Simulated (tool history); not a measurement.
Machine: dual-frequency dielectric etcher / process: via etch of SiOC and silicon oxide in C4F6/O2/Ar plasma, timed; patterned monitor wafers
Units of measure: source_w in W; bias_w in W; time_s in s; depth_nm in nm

run,day,source_w,bias_w,time_s,depth_nm
1,0,320,197,65,65.963
2,0.262,300,194,65,63.45
3,0.404,300,194,65,64.042
4,0.504,350,194,65,68.729
5,0.812,350,194,65,68.136
6,0.862,350,194,68,71.507
7,1.05,330,189,68,68.7
8,1.2,310,187,68,66.338
9,1.392,300,185,68,65.197
10,1.479,290,184,68,63.639
11,1.725,280,183,68,62.663
12,1.904,270,182,68,61.986
13,2.208,260,181,68,60.497

Run 14 is up next; what results do you expect?
14,2.462,260,180,68,?

depth_nm: 60.19 nm

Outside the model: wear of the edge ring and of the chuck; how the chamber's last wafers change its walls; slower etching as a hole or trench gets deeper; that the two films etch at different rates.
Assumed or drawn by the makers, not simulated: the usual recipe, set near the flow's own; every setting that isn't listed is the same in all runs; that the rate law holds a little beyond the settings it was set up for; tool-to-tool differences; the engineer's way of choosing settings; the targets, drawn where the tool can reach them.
